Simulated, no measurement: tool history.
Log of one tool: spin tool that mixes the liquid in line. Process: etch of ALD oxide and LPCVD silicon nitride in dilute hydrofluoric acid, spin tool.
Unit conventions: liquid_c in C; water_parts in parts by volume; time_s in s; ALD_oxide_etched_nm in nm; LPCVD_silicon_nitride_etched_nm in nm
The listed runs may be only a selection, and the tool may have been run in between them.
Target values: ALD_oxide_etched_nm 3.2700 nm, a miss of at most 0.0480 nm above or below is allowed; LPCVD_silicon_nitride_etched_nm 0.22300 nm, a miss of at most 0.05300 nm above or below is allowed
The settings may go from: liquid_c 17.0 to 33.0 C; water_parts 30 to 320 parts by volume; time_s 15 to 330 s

run,hour,liquid_c,water_parts,time_s,ALD_oxide_etched_nm,LPCVD_silicon_nitride_etched_nm
1,0.0,25.0,175,170,10.9540,0.63877
2,1.5,25.0,175,110,7.0531,0.41894
3,2.5,23.0,200,110,5.6082,0.30544
4,5.2,23.0,235,110,4.5989,0.29097
5,9.5,23.0,235,165,6.9328,0.37292
6,15.1,23.0,190,165,8.9841,0.47023
7,22.5,22.0,230,160,6.6256,0.36461
8,27.8,21.0,260,160,5.4993,0.29279
9,32.8,20.5,280,155,4.7879,0.27223
10,36.6,20.0,295,150,4.2368,0.22836
11,45.3,20.0,305,145,3.9351,0.24090
# hour 49.2: hydrofluoric acid flow meter replaced
12,49.2,19.5,310,140,3.2195,0.20282

Next run, 5 choices. One meets every target within its allowed miss, the rest don't. Which?
A,53.1,23.0,310,125,?,?
B,53.1,26.0,300,105,?,?
C,53.1,24.5,320,120,?,?
D,53.1,26.0,320,115,?,?
E,53.1,22.0,320,140,?,?

move,ALD_oxide_etched_nm,LPCVD_silicon_nitride_etched_nm
A,3.2786,0.21301
B,3.1864,0.22172
C,3.1807,0.21712
D,3.2067,0.22762
E,3.4028,0.21743
A: every result lands within tolerance
B: moves away from the targets compared with the last run
C: moves away from the targets compared with the last run
D: moves away from the targets compared with the last run
E: carries the result that was furthest off beyond its target, to the other side
The move that meets every target is A.

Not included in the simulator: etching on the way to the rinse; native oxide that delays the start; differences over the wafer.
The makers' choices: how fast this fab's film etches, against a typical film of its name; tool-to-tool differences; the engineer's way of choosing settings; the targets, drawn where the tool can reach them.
